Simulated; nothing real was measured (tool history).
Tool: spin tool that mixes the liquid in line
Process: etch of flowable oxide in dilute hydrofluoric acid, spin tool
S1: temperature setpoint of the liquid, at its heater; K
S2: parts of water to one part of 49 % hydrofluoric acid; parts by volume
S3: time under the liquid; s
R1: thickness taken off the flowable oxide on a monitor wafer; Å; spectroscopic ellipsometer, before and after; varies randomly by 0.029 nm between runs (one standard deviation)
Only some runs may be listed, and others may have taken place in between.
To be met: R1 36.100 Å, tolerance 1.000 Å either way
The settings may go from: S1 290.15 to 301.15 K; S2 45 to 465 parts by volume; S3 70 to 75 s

| run | hour | S1 | S2 | S3 | R1 |
|---|---|---|---|---|---|
| 1 | 0.0 | 293.15 | 255 | 70 | 74.301 |
| 2 | 7.9 | 296.15 | 255 | 70 | 82.867 |
| 3 | 13.6 | 294.15 | 300 | 70 | 63.248 |
| 4 | 17.6 | 294.15 | 300 | 70 | 62.907 |
| 5 | 18.2 | 292.65 | 300 | 70 | 59.773 |
| 6 | 25.4 | 292.65 | 360 | 70 | 47.293 |
| 7 | 31.4 | 291.65 | 375 | 70 | 42.770 |
| 8 | 40.2 | 291.15 | 385 | 70 | 41.005 |
| 9 | 43.0 | 290.65 | 395 | 70 | 39.239 |
| 10 | 49.0 | 290.65 | 400 | 70 | 38.357 |
| 11 | 52.1 | 290.65 | 405 | 70 | 37.409 |

Of the 4 settings listed for the next run, only one would bring every result within its allowed miss of target. Which one?
| A | 55.2 | 290.15 | 415 | 70 | ? |
| B | 55.2 | 290.15 | 390 | 70 | ? |
| C | 55.2 | 291.65 | 390 | 70 | ? |
| D | 55.2 | 291.65 | 425 | 75 | ? |

| move | R1 |
|---|---|
| A | 36.186 |
| B | 39.258 |
| C | 41.432 |
| D | 39.615 |
A: hits every target within its allowed miss
B: lands further from the targets than the last run did
C: lands further from the targets than the last run did
D: lands further from the targets than the last run did
Go with A: it meets all targets.
